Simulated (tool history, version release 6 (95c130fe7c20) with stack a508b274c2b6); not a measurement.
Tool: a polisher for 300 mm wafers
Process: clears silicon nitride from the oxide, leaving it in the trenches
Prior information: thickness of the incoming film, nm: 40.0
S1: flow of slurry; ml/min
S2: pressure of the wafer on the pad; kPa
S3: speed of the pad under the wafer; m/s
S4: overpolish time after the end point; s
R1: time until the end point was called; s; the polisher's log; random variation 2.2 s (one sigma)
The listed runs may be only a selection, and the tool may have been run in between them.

run,hour,S1,S2,S3,S4,R1
1,0,215,11.7,0.84,44,78.683
2,5.9,215,11.7,0.84,46,79.082
3,14.1,215,13.8,0.84,46,69.777
4,18.2,215,15.9,0.84,46,60.82
5,25.3,215,15.2,0.82,46,67.192
6,28.8,245,15.2,0.82,46,64.354
7,36.3,245,14.5,0.8,46,69.542
8,41.6,245,13.8,0.78,46,73.315
9,48.2,245,13.1,0.76,46,79.278
# hour 56.1: head pressure recalibrated
10,56.1,245,12.4,0.74,46,91.502

Expected results for the next run?
11,59.3,245,11.7,0.74,46,?

{"run 11": {"R1": 98.315}}
